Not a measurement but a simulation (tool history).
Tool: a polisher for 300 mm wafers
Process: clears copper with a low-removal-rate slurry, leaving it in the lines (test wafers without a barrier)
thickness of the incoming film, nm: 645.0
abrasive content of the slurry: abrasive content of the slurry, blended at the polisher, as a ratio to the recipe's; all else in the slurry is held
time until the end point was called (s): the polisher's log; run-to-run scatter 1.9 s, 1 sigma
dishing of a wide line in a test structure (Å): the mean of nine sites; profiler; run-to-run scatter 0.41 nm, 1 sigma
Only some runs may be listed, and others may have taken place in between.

| run | hour | flow of slurry (ml/min) | pressure of the wafer on the pad (kPa) | speed of the pad under the wafer (cm/s) | abrasive content of the slurry | overpolish time after the end point (s) | time until the end point was called (s) | dishing of a wide line in a test structure (Å) |
|---|---|---|---|---|---|---|---|---|
| 1 | 0 | 275 | 26.2 | 114 | 1 | 24 | 122.78 | 621.4 |
| 2 | 8.3 | 275 | 23.4 | 116 | 1 | 20 | 139.9 | 495.29 |
| 3 | 15.3 | 235 | 23.4 | 116 | 1 | 20 | 139.13 | 519.83 |
| 4 | 16.3 | 185 | 23.4 | 116 | 1 | 20 | 142.36 | 501.36 |
| 5 | 20.3 | 225 | 20.7 | 118 | 1 | 17 | 155.54 | 412.54 |
| 6 | 27.2 | 265 | 18.6 | 122 | 0.95 | 15 | 164.76 | 365.03 |
| 7 | 31.1 | 300 | 17.2 | 128 | 0.85 | 13 | 171.43 | 299.36 |
| 8 | 34.9 | 375 | 13.1 | 152 | 0.6 | 7 | 199.61 | 156.97 |
| 9 | 38.9 | 370 | 15.9 | 156 | 0.55 | 7 | 165.63 | 178.57 |
|  | 42.1 | slurry nozzle cleaned |
| 10 | 42.1 | 370 | 15.2 | 156 | 0.55 | 7 | 169.08 | 176.59 |
| 11 | 46.6 | 370 | 13.1 | 156 | 0.55 | 8 | 192.94 | 178.58 |

Run 12 has not been measured yet. What should we expect?
| 12 | 55.2 | 375 | 13.1 | 156 | 0.55 | 8 | ? | ? |

{"run 12": {"time until the end point was called (s)": 192.56, "dishing of a wide line in a test structure (Å)": 182.31}}
